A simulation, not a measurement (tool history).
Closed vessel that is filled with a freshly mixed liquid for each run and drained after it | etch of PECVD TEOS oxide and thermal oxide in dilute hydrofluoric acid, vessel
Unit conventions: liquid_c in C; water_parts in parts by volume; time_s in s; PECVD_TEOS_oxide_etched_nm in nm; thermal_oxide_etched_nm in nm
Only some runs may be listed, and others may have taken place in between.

run,hour,liquid_c,water_parts,time_s,PECVD_TEOS_oxide_etched_nm,thermal_oxide_etched_nm
1,0.0,21.0,195,525,28.688,10.1300
2,8.4,21.0,255,525,20.695,7.2790
3,9.1,22.5,255,525,21.740,7.7779
4,14.0,22.5,255,445,18.896,6.5094
5,22.8,23.5,240,445,21.007,7.2864
6,25.5,23.5,240,225,10.620,3.6955
7,31.8,24.5,210,230,13.153,4.5674
8,37.7,28.5,130,250,29.305,10.1790

The next listed run, before its measurement:
9,39.1,28.5,120,250,?,?

PECVD_TEOS_oxide_etched_nm: 32.530 nm
thermal_oxide_etched_nm: 11.3610 nm

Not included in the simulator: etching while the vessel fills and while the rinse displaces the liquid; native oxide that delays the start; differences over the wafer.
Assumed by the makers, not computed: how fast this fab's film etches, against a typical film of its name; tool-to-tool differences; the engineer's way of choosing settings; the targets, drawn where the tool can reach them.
